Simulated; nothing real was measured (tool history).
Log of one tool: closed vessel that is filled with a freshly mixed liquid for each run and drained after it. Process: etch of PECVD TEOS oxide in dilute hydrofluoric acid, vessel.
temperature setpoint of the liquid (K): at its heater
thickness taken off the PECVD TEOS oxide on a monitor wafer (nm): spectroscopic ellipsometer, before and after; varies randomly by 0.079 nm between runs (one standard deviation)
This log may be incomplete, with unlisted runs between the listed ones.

run	day	temperature setpoint of the liquid (K)	parts of water to one part of 49 % hydrofluoric acid (parts by volume)	time in the liquid (s)	thickness taken off the PECVD TEOS oxide on a monitor wafer (nm)
1	0	298.15	85	135	14.871
2	0.133	298.65	85	135	15.394
3	0.221	298.65	85	145	16.423
4	0.321	298.65	75	145	18.872
5	0.704	298.65	75	135	17.698
6	0.762	300.15	75	135	18.478

For run 7, what comes out?
7	0.912	299.65	75	135	?

For run 7 the tool returned thickness taken off the PECVD TEOS oxide on a monitor wafer (nm) 18.271.
